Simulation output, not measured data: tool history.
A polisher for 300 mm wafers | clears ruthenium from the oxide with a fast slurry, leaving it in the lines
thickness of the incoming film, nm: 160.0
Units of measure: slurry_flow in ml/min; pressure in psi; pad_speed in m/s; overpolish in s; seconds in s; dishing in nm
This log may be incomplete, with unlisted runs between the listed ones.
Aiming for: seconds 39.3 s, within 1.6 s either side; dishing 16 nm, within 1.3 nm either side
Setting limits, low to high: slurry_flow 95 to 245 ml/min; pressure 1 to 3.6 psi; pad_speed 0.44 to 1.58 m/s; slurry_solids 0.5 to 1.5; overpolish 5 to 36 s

run	hour	slurry_flow	pressure	pad_speed	slurry_solids	overpolish	seconds	dishing
1	0	155	2.3	1	1	18	35.182	57.148
2	8.9	155	2	1	1	18	39.164	51.132
3	14.8	155	2	1	1	22	39.511	60.494
4	20	155	2.3	1	1	22	35.07	67.442
5	28.5	125	2.3	1	1	22	36.442	63.85
6	34.2	125	2.3	0.8	1	22	45.444	55.554
7	38.6	120	2.1	0.94	0.9	19	44.592	47.445
8	47.3	115	1.9	1.06	0.85	17	43.475	43.684

Below are 5 possible settings for the next run. Only one of them brings all results inside the allowed miss of their targets. Which is it?
A	56	115	1.8	1.2	0.9	5	?	?
B	56	135	2.1	1	0.95	36	?	?
C	56	150	1.8	1.18	0.9	24	?	?
D	56	95	1.7	1.12	0.8	14	?	?
E	56	120	3	0.88	0.85	31	?	?

move	seconds	dishing
A	39.762	15.846
B	39.553	86.564
C	38.513	65.467
D	49.241	33.765
E	35.628	83.89
A: meets every target
B: misses by more than the last run did
C: misses by more than the last run did
D: closes in on the targets versus the last run, not all within tolerance yet
E: misses by more than the last run did
Move A is the one to make.
